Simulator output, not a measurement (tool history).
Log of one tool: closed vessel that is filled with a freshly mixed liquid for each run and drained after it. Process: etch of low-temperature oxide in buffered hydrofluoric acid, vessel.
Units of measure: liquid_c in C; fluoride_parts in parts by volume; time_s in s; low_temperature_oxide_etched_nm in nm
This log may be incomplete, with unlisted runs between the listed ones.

run    day  liquid_c  fluoride_parts  time_s  low_temperature_oxide_etched_nm
  1      0        21              16      90                            167.2
  2  0.338        21              12      90                           222.82
  3   0.45        21              12      90                           217.77
  4  0.712      22.5              12      90                           239.46
       0.9  -- thermometer replaced
  5    0.9      22.5              12      90                           274.73
  6  1.096      22.5              12     100                           300.84

Run 7 is up next; what results do you expect?
  7  1.396        23              12     100                                ?

Logged for run 7: low_temperature_oxide_etched_nm 309.73 nm.

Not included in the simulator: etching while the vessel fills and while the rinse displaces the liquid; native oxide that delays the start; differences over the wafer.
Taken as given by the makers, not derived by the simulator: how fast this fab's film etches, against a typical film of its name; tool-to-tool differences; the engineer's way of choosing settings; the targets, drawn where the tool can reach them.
